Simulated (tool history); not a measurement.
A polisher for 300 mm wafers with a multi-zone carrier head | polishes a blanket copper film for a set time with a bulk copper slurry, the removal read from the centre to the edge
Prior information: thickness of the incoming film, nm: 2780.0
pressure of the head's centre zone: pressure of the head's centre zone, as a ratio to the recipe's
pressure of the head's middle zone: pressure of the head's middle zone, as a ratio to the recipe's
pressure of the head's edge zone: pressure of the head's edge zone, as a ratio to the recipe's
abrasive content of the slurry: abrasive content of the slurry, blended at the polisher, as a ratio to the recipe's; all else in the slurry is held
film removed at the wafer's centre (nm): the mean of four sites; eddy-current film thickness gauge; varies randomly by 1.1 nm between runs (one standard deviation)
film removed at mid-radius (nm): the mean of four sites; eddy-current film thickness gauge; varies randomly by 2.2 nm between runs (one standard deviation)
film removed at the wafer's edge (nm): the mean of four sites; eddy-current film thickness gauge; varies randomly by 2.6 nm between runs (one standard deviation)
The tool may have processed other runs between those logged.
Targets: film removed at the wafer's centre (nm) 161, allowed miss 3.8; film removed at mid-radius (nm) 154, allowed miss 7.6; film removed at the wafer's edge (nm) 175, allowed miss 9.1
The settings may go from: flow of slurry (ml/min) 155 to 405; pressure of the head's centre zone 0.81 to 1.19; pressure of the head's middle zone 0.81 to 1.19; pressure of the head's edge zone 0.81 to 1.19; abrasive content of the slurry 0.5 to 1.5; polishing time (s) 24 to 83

run	day	flow of slurry (ml/min)	pressure of the head's centre zone	pressure of the head's middle zone	pressure of the head's edge zone	abrasive content of the slurry	polishing time (s)	film removed at the wafer's centre (nm)	film removed at mid-radius (nm)	film removed at the wafer's edge (nm)
1	0	260	1	1	1	1	53	268.94	267.12	278.97
2	0.162	255	0.99	0.98	0.99	0.95	51	253.95	253.77	263.31
3	0.204	255	0.98	0.96	1	0.9	49	238.11	231.85	254.79
4	0.271	255	0.98	1.02	1	0.9	49	240.59	252.85	248.35
5	0.638	255	0.97	1	0.99	0.85	47	227.45	224.18	232.51
6	0.904	250	0.95	0.99	0.98	0.8	46	215.38	218.33	225.19
7	1.146	250	0.94	0.98	0.97	0.75	45	206.17	202.73	222.56
8	1.367	250	0.93	1.02	0.87	0.5	34	142.71	151	148
9	1.658	255	0.93	1.01	0.89	0.5	34	142.53	146.49	149.66
10	1.996	255	0.94	1.01	0.91	0.5	34	145.38	150.26	151.62
11	2.154	255	0.94	1	0.93	0.5	34	144.09	148.82	149.01
12	2.35	255	0.94	0.99	0.93	0.55	34	147.16	148.24	153.81
13	2.45	255	0.94	0.98	0.94	0.6	34	150.63	152.32	156.78

Of the 5 settings listed for the next run, only one would bring every result within its allowed miss of target. Which one?
A	2.55	225	0.9	0.81	0.9	0.5	41	?	?	?
B	2.55	250	1.14	0.95	0.92	0.55	33	?	?	?
C	2.55	255	1.17	0.93	0.96	0.7	32	?	?	?
D	2.55	240	1.02	0.89	0.9	0.7	34	?	?	?
E	2.55	235	0.89	0.87	0.92	0.5	40	?	?	?

move	film removed at the wafer's centre (nm)	film removed at mid-radius (nm)	film removed at the wafer's edge (nm)
A	167.28	155.89	177.51
B	162.85	146.26	147.84
C	168.77	146.38	152.84
D	161.98	149.27	157.73
E	163.18	161.55	175.21
A: takes the result that was furthest off past its target
B: brings the last run's worst result on target, with another outside its allowed miss
C: takes the result that was furthest off past its target
D: brings the last run's worst result on target, with another outside its allowed miss
E: every result within its allowed miss
Move E is the one to make.
